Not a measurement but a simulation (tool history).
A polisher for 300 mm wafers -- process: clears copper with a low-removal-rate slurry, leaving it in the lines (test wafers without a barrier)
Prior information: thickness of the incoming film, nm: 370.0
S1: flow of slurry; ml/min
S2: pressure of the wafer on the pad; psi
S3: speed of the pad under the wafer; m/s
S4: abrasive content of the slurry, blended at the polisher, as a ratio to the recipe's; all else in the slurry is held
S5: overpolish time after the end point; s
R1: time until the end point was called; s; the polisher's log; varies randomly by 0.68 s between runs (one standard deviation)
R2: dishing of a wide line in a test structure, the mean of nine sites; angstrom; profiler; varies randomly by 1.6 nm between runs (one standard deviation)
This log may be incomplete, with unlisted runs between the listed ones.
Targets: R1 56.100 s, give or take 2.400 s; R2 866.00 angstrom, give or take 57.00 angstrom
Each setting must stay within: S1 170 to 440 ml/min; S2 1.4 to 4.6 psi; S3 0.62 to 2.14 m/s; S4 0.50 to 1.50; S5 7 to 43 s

| run | hour | S1 | S2 | S3 | S4 | S5 | R1 | R2 |
|---|---|---|---|---|---|---|---|---|
| 1 | 0.0 | 280 | 3.0 | 1.38 | 1.00 | 22 | 98.672 | 498.01 |
| 2 | 4.0 | 280 | 3.2 | 1.38 | 1.00 | 23 | 92.569 | 529.44 |
| 3 | 11.4 | 280 | 2.7 | 1.38 | 1.00 | 23 | 109.670 | 478.89 |
| 4 | 13.3 | 280 | 2.7 | 1.38 | 0.90 | 23 | 110.820 | 462.46 |
| 5 | 20.7 | 280 | 2.7 | 1.38 | 0.90 | 19 | 114.360 | 397.73 |
| 6 | 27.0 | 280 | 2.9 | 1.40 | 0.90 | 20 | 103.360 | 455.83 |
| 7 | 32.1 | 280 | 3.1 | 1.40 | 0.90 | 21 | 96.176 | 490.37 |
|  | 34.4 | head pressure recalibrated |
| 8 | 34.4 | 280 | 3.3 | 1.40 | 0.90 | 22 | 80.339 | 567.55 |
| 9 | 41.3 | 280 | 3.4 | 1.40 | 0.90 | 23 | 78.615 | 626.31 |
| 10 | 47.3 | 280 | 3.5 | 1.40 | 0.90 | 23 | 75.374 | 609.55 |
| 11 | 52.4 | 280 | 3.6 | 1.40 | 0.90 | 24 | 73.652 | 667.56 |
| 12 | 56.7 | 280 | 4.4 | 1.42 | 0.90 | 24 | 59.651 | 739.39 |

4 next moves are on the table. One of them brings every result within its allowed miss. Which?
| A | 61.0 | 305 | 4.6 | 1.40 | 0.95 | 17 | ? | ? |
| B | 61.0 | 395 | 4.6 | 1.38 | 1.05 | 30 | ? | ? |
| C | 61.0 | 260 | 4.2 | 1.46 | 0.85 | 30 | ? | ? |
| D | 61.0 | 320 | 4.6 | 1.42 | 0.85 | 15 | ? | ? |

| move | R1 | R2 |
|---|---|---|
| A | 57.641 | 643.83 |
| B | 56.481 | 898.84 |
| C | 62.358 | 849.03 |
| D | 57.373 | 593.17 |
A: moves away from the targets compared with the last run
B: every result within its allowed miss
C: puts the biggest miss on target and leaves a different result outside tolerance
D: moves away from the targets compared with the last run
B meets every target.
